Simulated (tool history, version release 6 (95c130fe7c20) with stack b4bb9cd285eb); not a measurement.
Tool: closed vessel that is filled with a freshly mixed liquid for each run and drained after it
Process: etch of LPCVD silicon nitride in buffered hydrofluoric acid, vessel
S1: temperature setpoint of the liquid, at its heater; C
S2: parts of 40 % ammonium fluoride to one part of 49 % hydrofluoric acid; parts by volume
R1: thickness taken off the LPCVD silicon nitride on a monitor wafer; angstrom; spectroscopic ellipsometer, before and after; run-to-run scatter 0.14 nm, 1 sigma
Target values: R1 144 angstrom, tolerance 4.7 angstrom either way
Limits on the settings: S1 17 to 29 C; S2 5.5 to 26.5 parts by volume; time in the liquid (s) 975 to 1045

{"run": 1, "hour": 0.0, "S1": 21, "S2": 16, "time in the liquid (s)": 975, "R1": 80.087}
{"run": 2, "hour": 7.7, "S1": 21, "S2": 20, "time in the liquid (s)": 975, "R1": 62.714}
{"run": 3, "hour": 9.4, "S1": 23, "S2": 18.5, "time in the liquid (s)": 975, "R1": 77.168}
{"run": 4, "hour": 13.2, "S1": 21, "S2": 18.5, "time in the liquid (s)": 975, "R1": 67.174}
{"run": 5, "hour": 15.2, "S1": 21, "S2": 18.5, "time in the liquid (s)": 975, "R1": 68.235}
{"run": 6, "hour": 19.1, "S1": 23, "S2": 17.5, "time in the liquid (s)": 975, "R1": 80.636}
{"run": 7, "hour": 27.7, "S1": 24.5, "S2": 16.5, "time in the liquid (s)": 975, "R1": 91.864}
{"run": 8, "hour": 29.5, "S1": 25.5, "S2": 15.5, "time in the liquid (s)": 975, "R1": 103.68}
{"run": 9, "hour": 31.0, "S1": 29, "S2": 13, "time in the liquid (s)": 980, "R1": 152.07}

Pick the move, out of 5, that brings all results within their allowed miss; only one does.
{"run": "A", "hour": 32.5, "S1": 29, "S2": 13.5, "time in the liquid (s)": 975, "R1": "?"}
{"run": "B", "hour": 32.5, "S1": 28, "S2": 12.5, "time in the liquid (s)": 1010, "R1": "?"}
{"run": "C", "hour": 32.5, "S1": 25, "S2": 11, "time in the liquid (s)": 1045, "R1": "?"}
{"run": "D", "hour": 32.5, "S1": 27.5, "S2": 12.5, "time in the liquid (s)": 1045, "R1": "?"}
{"run": "E", "hour": 32.5, "S1": 26.5, "S2": 11, "time in the liquid (s)": 975, "R1": "?"}

move=A R1=143.41
move=B R1=151.9
move=C R1=151.57
move=D R1=153.04
move=E R1=153.33
A: hits every target within its allowed miss
B: no better and no worse than the last run
C: gains on the last run, yet a result remains outside its allowed miss
D: further off than the last run
E: further off than the last run
Answer: A

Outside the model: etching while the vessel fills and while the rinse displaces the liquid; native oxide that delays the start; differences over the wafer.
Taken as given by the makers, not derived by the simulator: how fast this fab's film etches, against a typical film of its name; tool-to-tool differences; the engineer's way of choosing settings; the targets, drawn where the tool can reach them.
